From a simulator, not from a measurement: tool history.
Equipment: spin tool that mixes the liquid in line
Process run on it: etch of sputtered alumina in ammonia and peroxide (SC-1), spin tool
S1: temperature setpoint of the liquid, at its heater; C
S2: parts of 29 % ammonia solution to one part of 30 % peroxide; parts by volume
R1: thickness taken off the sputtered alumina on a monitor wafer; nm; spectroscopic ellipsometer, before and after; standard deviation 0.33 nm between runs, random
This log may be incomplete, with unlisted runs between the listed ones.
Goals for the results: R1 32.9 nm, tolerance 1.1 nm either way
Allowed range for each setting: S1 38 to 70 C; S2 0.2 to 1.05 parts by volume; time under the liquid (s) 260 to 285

{"run": 1, "hour": 0.0, "S1": 54, "S2": 0.55, "time under the liquid (s)": 260, "R1": 19.789}
{"run": 2, "hour": 3.1, "S1": 54, "S2": 0.65, "time under the liquid (s)": 260, "R1": 19.906}
{"run": 3, "hour": 5.4, "S1": 54, "S2": 0.85, "time under the liquid (s)": 260, "R1": 20.908}
{"run": 4, "hour": 8.7, "S1": 54, "S2": 0.95, "time under the liquid (s)": 260, "R1": 21.016}
{"run": 5, "hour": 13.1, "S1": 49.5, "S2": 0.95, "time under the liquid (s)": 260, "R1": 16.455}
{"run": 6, "hour": 21.3, "S1": 52, "S2": 0.95, "time under the liquid (s)": 260, "R1": 18.912}
{"run": 7, "hour": 25.4, "S1": 54.5, "S2": 0.95, "time under the liquid (s)": 260, "R1": 21.632}
{"run": 8, "hour": 32.4, "S1": 56.5, "S2": 0.95, "time under the liquid (s)": 260, "R1": 24.162}
{"run": 9, "hour": 36.3, "S1": 58, "S2": 0.95, "time under the liquid (s)": 260, "R1": 25.959}

Next run, 5 choices. One meets every target within its allowed miss, the rest don't. Which?
{"run": "A", "hour": 40.2, "S1": 62.5, "S2": 0.95, "time under the liquid (s)": 260, "R1": "?"}
{"run": "B", "hour": 40.2, "S1": 59.5, "S2": 0.9, "time under the liquid (s)": 285, "R1": "?"}
{"run": "C", "hour": 40.2, "S1": 54, "S2": 0.8, "time under the liquid (s)": 260, "R1": "?"}
{"run": "D", "hour": 40.2, "S1": 59, "S2": 0.9, "time under the liquid (s)": 285, "R1": "?"}
{"run": "E", "hour": 40.2, "S1": 61, "S2": 0.95, "time under the liquid (s)": 260, "R1": "?"}

move=A R1=33.163
move=B R1=31.037
move=C R1=20.979
move=D R1=30.246
move=E R1=30.734
A: each result inside its tolerance
B: better than the last run, though not everything is in spec
C: the biggest miss grows against the last run
D: better than the last run, though not everything is in spec
E: better than the last run, though not everything is in spec
Go with A: it meets all targets.
